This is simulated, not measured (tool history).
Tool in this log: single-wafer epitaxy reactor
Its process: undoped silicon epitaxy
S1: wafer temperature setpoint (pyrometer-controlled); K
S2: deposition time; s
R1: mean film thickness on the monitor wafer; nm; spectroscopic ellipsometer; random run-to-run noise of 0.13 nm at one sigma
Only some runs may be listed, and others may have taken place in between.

Run 1, hour 0.0: S1 943.15 K, S2 443 s. Result: R1 106.980 nm.
Run 2, hour 8.9: S1 943.15 K, S2 381 s. Result: R1 91.947 nm.
Run 3, hour 17.2: S1 939.15 K, S2 381 s. Result: R1 83.842 nm.
Run 4, hour 22.9: S1 936.15 K, S2 381 s. Result: R1 78.307 nm.
Run 5, hour 25.6: S1 943.15 K, S2 381 s. Result: R1 91.734 nm.
Run 6, hour 28.6: S1 939.15 K, S2 381 s. Result: R1 84.091 nm.

Run 7 has not been measured yet. What should we expect?
Run 7, hour 34.3: S1 936.15 K, S2 381 s. Result: R1 ?.

R1: 78.451 nm
